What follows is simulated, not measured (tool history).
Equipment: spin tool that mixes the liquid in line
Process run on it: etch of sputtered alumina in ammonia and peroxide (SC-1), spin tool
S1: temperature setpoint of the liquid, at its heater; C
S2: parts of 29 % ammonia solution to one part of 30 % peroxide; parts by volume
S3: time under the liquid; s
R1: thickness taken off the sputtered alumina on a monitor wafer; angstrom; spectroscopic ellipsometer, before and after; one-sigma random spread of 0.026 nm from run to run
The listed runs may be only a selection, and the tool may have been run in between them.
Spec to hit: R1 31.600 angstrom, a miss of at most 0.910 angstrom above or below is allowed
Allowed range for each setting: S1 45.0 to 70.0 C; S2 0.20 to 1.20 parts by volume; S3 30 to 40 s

run,hour,S1,S2,S3,R1
1,0.0,61.0,1.00,40,37.872
2,2.8,60.0,1.00,40,36.399
3,7.0,63.5,1.00,40,43.429
4,12.9,70.0,1.00,40,59.520
5,21.3,70.0,1.00,40,58.685
# hour 28.0: ammonia flow meter replaced
6,28.0,70.0,1.00,40,59.598
7,35.2,66.5,1.00,40,50.833
8,43.2,58.5,0.95,40,33.532
9,51.5,58.0,0.95,40,33.017

Which single option among these 4 for the next run brings every result within its allowed miss of target? Just one does.
A,59.8,58.5,0.95,40,?
B,59.8,59.0,0.95,40,?
C,59.8,55.5,1.20,40,?
D,59.8,59.5,1.10,35,?

move,R1
A,34.176
B,35.072
C,29.861
D,31.929
A: misses by more than the last run did
B: misses by more than the last run did
C: carries the result that was furthest off beyond its target, to the other side
D: all results land within tolerance of their targets
The move that meets every target is D.
